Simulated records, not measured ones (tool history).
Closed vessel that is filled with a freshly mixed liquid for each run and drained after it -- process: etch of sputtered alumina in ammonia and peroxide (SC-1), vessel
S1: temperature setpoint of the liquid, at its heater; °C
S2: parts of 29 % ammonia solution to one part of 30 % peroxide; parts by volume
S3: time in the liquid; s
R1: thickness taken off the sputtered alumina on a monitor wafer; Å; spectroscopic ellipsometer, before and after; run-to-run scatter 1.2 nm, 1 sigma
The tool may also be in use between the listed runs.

{"run": 1, "hour": 0.0, "S1": 58.0, "S2": 0.8, "S3": 1405, "R1": 1027.1}
{"run": 2, "hour": 4.3, "S1": 59.5, "S2": 0.8, "S3": 1405, "R1": 1090.9}
{"run": 3, "hour": 7.2, "S1": 59.5, "S2": 0.8, "S3": 1405, "R1": 1112.2}
{"run": 4, "hour": 9.5, "S1": 59.5, "S2": 1.05, "S3": 1405, "R1": 1135.8}
{"run": 5, "hour": 16.0, "S1": 55.5, "S2": 1.05, "S3": 1405, "R1": 926.7}
{"run": 6, "hour": 18.7, "S1": 57.5, "S2": 1.05, "S3": 1405, "R1": 1017.6}
{"run": 7, "hour": 19.2, "S1": 59.0, "S2": 1.05, "S3": 1405, "R1": 1102.1}
{"run": 8, "hour": 27.0, "S1": 60.0, "S2": 1.05, "S3": 1405, "R1": 1176.4}

Forecast run 9:
{"run": 9, "hour": 30.0, "S1": 60.5, "S2": 1.05, "S3": 1405, "R1": "?"}

Run 9 gave R1 1193.6 Å.
